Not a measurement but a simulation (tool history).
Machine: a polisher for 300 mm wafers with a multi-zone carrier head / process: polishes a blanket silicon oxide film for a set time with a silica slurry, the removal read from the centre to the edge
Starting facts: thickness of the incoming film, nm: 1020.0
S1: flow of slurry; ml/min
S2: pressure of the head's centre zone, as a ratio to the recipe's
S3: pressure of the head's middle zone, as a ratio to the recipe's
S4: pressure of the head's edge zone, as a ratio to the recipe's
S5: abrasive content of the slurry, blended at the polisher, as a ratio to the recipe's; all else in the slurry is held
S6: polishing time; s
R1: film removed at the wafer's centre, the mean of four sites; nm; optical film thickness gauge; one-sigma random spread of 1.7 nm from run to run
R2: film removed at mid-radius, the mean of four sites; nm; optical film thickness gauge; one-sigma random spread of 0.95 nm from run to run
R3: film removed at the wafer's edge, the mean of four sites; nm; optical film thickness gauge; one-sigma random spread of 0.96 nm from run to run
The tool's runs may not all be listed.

{"run": 1, "hour": 0.0, "S1": 160, "S2": 1, "S3": 1, "S4": 1, "S5": 1, "S6": 50, "R1": 178.55, "R2": 175.38, "R3": 175.5}
{"run": 2, "hour": 6.3, "S1": 145, "S2": 1, "S3": 1, "S4": 1, "S5": 1, "S6": 50, "R1": 171.24, "R2": 175.94, "R3": 175.36}
{"run": 3, "hour": 11.8, "S1": 145, "S2": 0.99, "S3": 0.96, "S4": 0.98, "S5": 0.95, "S6": 50, "R1": 171.37, "R2": 163.08, "R3": 169.35}
{"run": 4, "hour": 13.1, "S1": 135, "S2": 0.95, "S3": 0.93, "S4": 0.96, "S5": 0.9, "S6": 50, "R1": 158.79, "R2": 157.51, "R3": 161.55}
{"run": 5, "hour": 20.3, "S1": 135, "S2": 0.95, "S3": 0.93, "S4": 0.96, "S5": 0.9, "S6": 58, "R1": 180.98, "R2": 180.97, "R3": 189.39}
{"run": 6, "hour": 23.5, "S1": 160, "S2": 0.95, "S3": 0.93, "S4": 0.96, "S5": 0.9, "S6": 58, "R1": 190.44, "R2": 184.96, "R3": 191.93}
{"run": 7, "hour": 31.4, "S1": 150, "S2": 0.93, "S3": 0.9, "S4": 0.95, "S5": 0.8, "S6": 58, "R1": 170.25, "R2": 169.29, "R3": 182.29}

What does the tool deliver on the next run?
{"run": 8, "hour": 34.8, "S1": 145, "S2": 0.93, "S3": 0.88, "S4": 0.92, "S5": 0.7, "S6": 58, "R1": "?", "R2": "?", "R3": "?"}

Run 8 gave R1 157.73 nm, R2 154.24 nm, R3 164.71 nm.
